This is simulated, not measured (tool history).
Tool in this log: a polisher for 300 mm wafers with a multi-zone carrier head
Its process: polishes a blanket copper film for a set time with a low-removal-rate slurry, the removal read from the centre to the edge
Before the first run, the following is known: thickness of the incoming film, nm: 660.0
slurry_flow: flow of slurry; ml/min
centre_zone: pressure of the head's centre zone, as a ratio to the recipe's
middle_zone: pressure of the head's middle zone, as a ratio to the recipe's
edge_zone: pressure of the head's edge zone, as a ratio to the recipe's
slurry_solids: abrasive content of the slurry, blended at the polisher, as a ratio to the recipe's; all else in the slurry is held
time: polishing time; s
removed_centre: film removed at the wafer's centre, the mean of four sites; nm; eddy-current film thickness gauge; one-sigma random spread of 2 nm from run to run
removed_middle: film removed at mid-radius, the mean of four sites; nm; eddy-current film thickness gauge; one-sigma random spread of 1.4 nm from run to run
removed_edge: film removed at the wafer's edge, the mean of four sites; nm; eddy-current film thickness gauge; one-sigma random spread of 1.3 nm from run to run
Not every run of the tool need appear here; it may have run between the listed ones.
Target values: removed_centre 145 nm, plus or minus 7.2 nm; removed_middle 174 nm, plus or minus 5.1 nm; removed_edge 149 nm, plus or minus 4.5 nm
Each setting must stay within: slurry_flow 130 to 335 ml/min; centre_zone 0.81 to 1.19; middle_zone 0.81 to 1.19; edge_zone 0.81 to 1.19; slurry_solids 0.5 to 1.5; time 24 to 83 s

run    day  slurry_flow  centre_zone  middle_zone  edge_zone  slurry_solids  time  removed_centre  removed_middle  removed_edge
  1      0          215            1            1          1              1    53          176.68          180.19        175.18
  2   0.25          210         0.97         1.01       0.96           0.95    53          169.55          179.04        171.01
  3  0.283          190         0.97         1.01       0.96           0.95    53          165.98          173.45        168.39
  4  0.446          185         0.95         1.04       0.93            0.9    53          161.72          177.44        166.39
  5  0.483          185         0.95         1.04       0.93              1    53          160.21          181.04        169.86
  6  0.625          185         0.94         1.06       0.91            0.9    52          155.26          174.86        157.93
  7  0.846          180         0.93         1.07        0.9            0.9    52           158.7          175.78        158.75
  8  1.029          175         0.91         1.08       0.88            0.9    52          151.69          174.75        155.45
  9  1.167          170          0.9         1.09       0.87            0.9    52          146.42          179.36        155.87
 10    1.4          165          0.9         1.09       0.86            0.9    52          146.93          172.96        154.75
 11   1.55          165          0.9          1.1       0.85            0.9    52          145.88          178.97        151.08
 12  1.579          160          0.9          1.1       0.85            0.9    52          145.16          174.51        155.29
 13  1.842          165          0.9          1.1       0.84            0.9    52          149.87           176.8        154.87
 14  2.192          165          0.9         1.11       0.84            0.9    52          148.53          177.73        154.28

Pick the move, out of 5, that brings all results within their allowed miss; only one does.
  A  2.542          140         0.96         1.04       0.82            0.9    55               ?               ?             ?
  B  2.542          205         0.93         1.19       0.82           0.85    51               ?               ?             ?
  C  2.542          145         0.89         1.19       0.89              1    51               ?               ?             ?
  D  2.542          145         0.95         1.18       0.81           0.75    56               ?               ?             ?
  E  2.542          155         0.93         1.13       0.84           0.85    51               ?               ?             ?

move  removed_centre  removed_middle  removed_edge
   A          157.79          175.77        161.77
   B          148.87          187.34        153.71
   C          140.46          185.94        159.06
   D          152.48           187.8        156.59
   E          142.29           173.3        150.59
A: further off than the last run
B: further off than the last run
C: further off than the last run
D: further off than the last run
E: hits every target within its allowed miss
Answer: E

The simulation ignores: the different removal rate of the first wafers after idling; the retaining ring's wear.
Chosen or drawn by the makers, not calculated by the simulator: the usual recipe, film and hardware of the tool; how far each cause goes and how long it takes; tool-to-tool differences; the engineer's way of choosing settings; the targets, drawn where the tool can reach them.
